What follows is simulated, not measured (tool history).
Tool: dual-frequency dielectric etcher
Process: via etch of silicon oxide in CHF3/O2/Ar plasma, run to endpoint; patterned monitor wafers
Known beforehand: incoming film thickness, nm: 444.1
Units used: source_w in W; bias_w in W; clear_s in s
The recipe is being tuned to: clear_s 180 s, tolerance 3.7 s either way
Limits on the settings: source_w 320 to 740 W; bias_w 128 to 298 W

run  hour  source_w  bias_w  clear_s
  1     0       530     213   213.48
  2   4.6       530     228   207.49
  3   6.6       530     256   193.16
  4  14.7       530     224   207.79
  5  22.7       570     224   201.28
  6  27.8       600     226   195.39
  7  30.2       620     227   189.66
  8  38.1       630     228   187.58
  9    41       640     228   186.24
 10  47.4       650     228   184.82

Which of these 5 next moves meets every target?
  A  53.8       610     239        ?
  B  53.8       680     229        ?
  C  53.8       640     206        ?
  D  53.8       580     237        ?
  E  53.8       600     241        ?

move  clear_s
   A   186.01
   B    178.9
   C   194.65
   D   192.17
   E   186.99
A: further off than the last run
B: each result inside its tolerance
C: further off than the last run
D: further off than the last run
E: further off than the last run
So the answer is move B, the one that meets all the targets.
